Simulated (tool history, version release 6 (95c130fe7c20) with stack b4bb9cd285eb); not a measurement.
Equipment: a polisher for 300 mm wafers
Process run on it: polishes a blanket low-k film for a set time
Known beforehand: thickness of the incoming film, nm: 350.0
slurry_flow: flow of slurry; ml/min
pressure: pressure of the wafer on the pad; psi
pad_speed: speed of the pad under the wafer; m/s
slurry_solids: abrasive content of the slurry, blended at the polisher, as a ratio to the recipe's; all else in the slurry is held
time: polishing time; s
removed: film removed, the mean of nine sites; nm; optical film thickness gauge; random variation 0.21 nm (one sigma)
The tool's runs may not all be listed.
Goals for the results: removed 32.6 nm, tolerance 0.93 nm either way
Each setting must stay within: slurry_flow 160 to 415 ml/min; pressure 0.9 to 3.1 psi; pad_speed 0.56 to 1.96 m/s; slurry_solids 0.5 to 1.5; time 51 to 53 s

{"run": 1, "hour": 0.0, "slurry_flow": 265, "pressure": 2, "pad_speed": 1.26, "slurry_solids": 1, "time": 51, "removed": 28.416}
{"run": 2, "hour": 7.1, "slurry_flow": 215, "pressure": 2, "pad_speed": 1.26, "slurry_solids": 1, "time": 51, "removed": 27.794}
{"run": 3, "hour": 8.6, "slurry_flow": 225, "pressure": 2.1, "pad_speed": 1.26, "slurry_solids": 1, "time": 51, "removed": 28.765}
{"run": 4, "hour": 10.3, "slurry_flow": 245, "pressure": 2.2, "pad_speed": 1.26, "slurry_solids": 1, "time": 51, "removed": 30.395}
{"run": 5, "hour": 17.3, "slurry_flow": 245, "pressure": 2.6, "pad_speed": 1.26, "slurry_solids": 1, "time": 51, "removed": 34.789}
{"run": 6, "hour": 23.3, "slurry_flow": 245, "pressure": 2.6, "pad_speed": 1.26, "slurry_solids": 1.2, "time": 51, "removed": 38.519}
{"run": 7, "hour": 24.9, "slurry_flow": 245, "pressure": 2.6, "pad_speed": 1.26, "slurry_solids": 1.2, "time": 51, "removed": 38.485}
{"run": 8, "hour": 26.3, "slurry_flow": 240, "pressure": 2.5, "pad_speed": 1.26, "slurry_solids": 1.2, "time": 51, "removed": 37.492}
{"run": 9, "hour": 31.4, "slurry_flow": 240, "pressure": 2.4, "pad_speed": 1.26, "slurry_solids": 1.2, "time": 51, "removed": 35.962}
{"run": 10, "hour": 39.8, "slurry_flow": 240, "pressure": 2.3, "pad_speed": 1.26, "slurry_solids": 1.2, "time": 51, "removed": 34.785}

Which one of the following 4 next-run settings gets every result inside its allowed miss? There is exactly one.
{"run": "A", "hour": 48.2, "slurry_flow": 215, "pressure": 2.3, "pad_speed": 1.08, "slurry_solids": 1.5, "time": 53, "removed": "?"}
{"run": "B", "hour": 48.2, "slurry_flow": 230, "pressure": 2.6, "pad_speed": 1.02, "slurry_solids": 1.3, "time": 53, "removed": "?"}
{"run": "C", "hour": 48.2, "slurry_flow": 255, "pressure": 2.7, "pad_speed": 1.1, "slurry_solids": 1, "time": 51, "removed": "?"}
{"run": "D", "hour": 48.2, "slurry_flow": 235, "pressure": 2.3, "pad_speed": 1.18, "slurry_solids": 1.2, "time": 53, "removed": "?"}

move=A removed=34.34
move=B removed=34.841
move=C removed=32.806
move=D removed=33.92
A: an improvement on the last run, though not all results are within tolerance
B: no better and no worse than the last run
C: in spec on every target
D: an improvement on the last run, though not all results are within tolerance
So the answer is move C, the one that meets all the targets.

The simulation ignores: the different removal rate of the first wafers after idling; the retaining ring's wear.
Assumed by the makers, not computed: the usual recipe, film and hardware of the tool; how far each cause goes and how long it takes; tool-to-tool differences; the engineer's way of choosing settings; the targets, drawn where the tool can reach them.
